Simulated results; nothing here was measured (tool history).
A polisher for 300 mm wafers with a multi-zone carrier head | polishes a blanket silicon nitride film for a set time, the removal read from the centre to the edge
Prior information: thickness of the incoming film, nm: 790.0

run  hour  flow of slurry (ml/min)  pressure of the head's centre zone  pressure of the head's middle zone  pressure of the head's edge zone  polishing time (s)  film removed at the wafer's centre (Å)  film removed at mid-radius (Å)  film removed at the wafer's edge (Å)
  1   0.0                      210                                1.00                                1.00                              1.00                  69                                  1223.0                          1228.9                                1187.2
  2   2.9                      215                                1.00                                1.01                              1.03                  72                                  1268.0                          1268.2                                1244.8
  3   6.8                      215                                1.00                                1.02                              1.05                  75                                  1337.3                          1368.5                                1265.1
  4   8.6                      220                                0.98                                1.00                              1.05                  78                                  1365.5                          1374.3                                1337.2
  5  10.0                      220                                0.96                                1.00                              1.05                  81                                  1398.6                          1441.3                                1404.1
  6  11.8                      225                                0.95                                1.00                              1.05                  82                                  1411.0                          1421.5                                1401.6
  7  12.8                      215                                0.94                                1.00                              1.06                  84                                  1420.1                          1455.5                                1435.0
     19.5  -- edge zone pressure recalibrated
  8  19.5                      220                                0.93                                1.00                              1.07                  85                                  1442.4                          1526.7                                1515.9

What does the tool deliver on the next run?
  9  26.5                      225                                0.93                                1.00                              1.08                  85                                       ?                               ?                                     ?

film removed at the wafer's centre (Å): 1465.1
film removed at mid-radius (Å): 1492.9
film removed at the wafer's edge (Å): 1566.5
